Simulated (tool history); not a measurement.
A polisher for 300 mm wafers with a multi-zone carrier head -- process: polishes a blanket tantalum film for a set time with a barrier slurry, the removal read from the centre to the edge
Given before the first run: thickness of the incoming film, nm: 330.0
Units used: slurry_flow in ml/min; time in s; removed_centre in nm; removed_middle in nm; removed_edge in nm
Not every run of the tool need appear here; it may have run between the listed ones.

run 1 hour=0.0 | slurry_flow=250 centre_zone=1.00 middle_zone=1.00 edge_zone=1.00 slurry_solids=1.00 time=74 | removed_centre=133.42 removed_middle=133.18 removed_edge=129.60
run 2 hour=1.0 | slurry_flow=250 centre_zone=1.00 middle_zone=0.99 edge_zone=1.02 slurry_solids=1.05 time=76 | removed_centre=140.32 removed_middle=137.17 removed_edge=136.44
run 3 hour=5.5 | slurry_flow=250 centre_zone=0.99 middle_zone=0.99 edge_zone=1.04 slurry_solids=1.10 time=78 | removed_centre=145.90 removed_middle=141.83 removed_edge=141.51
run 4 hour=13.2 | slurry_flow=245 centre_zone=0.97 middle_zone=0.98 edge_zone=1.05 slurry_solids=1.15 time=80 | removed_centre=149.79 removed_middle=149.29 removed_edge=150.27
run 5 hour=18.1 | slurry_flow=210 centre_zone=0.97 middle_zone=0.98 edge_zone=1.05 slurry_solids=1.15 time=80 | removed_centre=146.08 removed_middle=144.33 removed_edge=146.74
run 6 hour=25.5 | slurry_flow=210 centre_zone=0.97 middle_zone=1.03 edge_zone=1.05 slurry_solids=1.15 time=80 | removed_centre=145.77 removed_middle=153.75 removed_edge=147.56
run 7 hour=29.6 | slurry_flow=215 centre_zone=0.96 middle_zone=1.02 edge_zone=1.07 slurry_solids=1.20 time=81 | removed_centre=148.58 removed_middle=153.50 removed_edge=149.96
run 8 hour=31.3 | slurry_flow=215 centre_zone=0.95 middle_zone=1.01 edge_zone=1.08 slurry_solids=1.25 time=83 | removed_centre=152.11 removed_middle=157.55 removed_edge=160.82

Run 9 has not been measured yet. What should we expect?
run 9 hour=32.5 | slurry_flow=220 centre_zone=0.95 middle_zone=1.01 edge_zone=1.09 slurry_solids=1.30 time=84 | removed_centre=? removed_middle=? removed_edge=?

removed_centre: 157.89 nm
removed_middle: 163.29 nm
removed_edge: 162.12 nm
